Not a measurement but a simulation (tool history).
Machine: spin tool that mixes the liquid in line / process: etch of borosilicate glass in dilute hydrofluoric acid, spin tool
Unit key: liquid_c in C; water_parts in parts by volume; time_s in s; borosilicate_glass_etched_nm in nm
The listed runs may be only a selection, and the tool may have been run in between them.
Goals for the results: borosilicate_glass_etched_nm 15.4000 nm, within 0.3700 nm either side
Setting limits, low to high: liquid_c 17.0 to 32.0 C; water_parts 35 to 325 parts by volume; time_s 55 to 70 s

run 1 hour=0.0 | liquid_c=24.0 water_parts=180 time_s=70 | borosilicate_glass_etched_nm=8.6070
run 2 hour=8.4 | liquid_c=24.0 water_parts=205 time_s=70 | borosilicate_glass_etched_nm=7.3314
run 3 hour=12.0 | liquid_c=25.5 water_parts=205 time_s=70 | borosilicate_glass_etched_nm=7.7557
run 4 hour=12.7 | liquid_c=25.5 water_parts=175 time_s=70 | borosilicate_glass_etched_nm=9.4116
run 5 hour=19.5 | liquid_c=25.5 water_parts=175 time_s=70 | borosilicate_glass_etched_nm=9.4114
run 6 hour=21.0 | liquid_c=27.5 water_parts=160 time_s=70 | borosilicate_glass_etched_nm=11.2150
run 7 hour=24.4 | liquid_c=29.0 water_parts=150 time_s=70 | borosilicate_glass_etched_nm=12.8490
run 8 hour=25.7 | liquid_c=30.0 water_parts=145 time_s=70 | borosilicate_glass_etched_nm=13.9480
run 9 hour=28.8 | liquid_c=30.5 water_parts=145 time_s=70 | borosilicate_glass_etched_nm=14.0740
run 10 hour=33.0 | liquid_c=30.5 water_parts=145 time_s=70 | borosilicate_glass_etched_nm=14.0930
run 11 hour=35.0 | liquid_c=31.0 water_parts=145 time_s=70 | borosilicate_glass_etched_nm=14.4430
run 12 hour=36.2 | liquid_c=31.5 water_parts=145 time_s=70 | borosilicate_glass_etched_nm=14.6930

Pick the move, out of 5, that brings all results within their allowed miss; only one does.
run A hour=37.4 | liquid_c=32.0 water_parts=150 time_s=70 | borosilicate_glass_etched_nm=?
run B hour=37.4 | liquid_c=29.5 water_parts=140 time_s=70 | borosilicate_glass_etched_nm=?
run C hour=37.4 | liquid_c=32.0 water_parts=125 time_s=65 | borosilicate_glass_etched_nm=?
run D hour=37.4 | liquid_c=30.5 water_parts=110 time_s=55 | borosilicate_glass_etched_nm=?
run E hour=37.4 | liquid_c=31.0 water_parts=145 time_s=70 | borosilicate_glass_etched_nm=?

move=A borosilicate_glass_etched_nm=14.2400
move=B borosilicate_glass_etched_nm=14.1390
move=C borosilicate_glass_etched_nm=16.4300
move=D borosilicate_glass_etched_nm=15.2780
move=E borosilicate_glass_etched_nm=14.3150
A: its largest miss is bigger than the last run's
B: its largest miss is bigger than the last run's
C: moves the result that the last run missed by most past its target, out the other side
D: each result inside its tolerance
E: its largest miss is bigger than the last run's
Move D is the one to make.
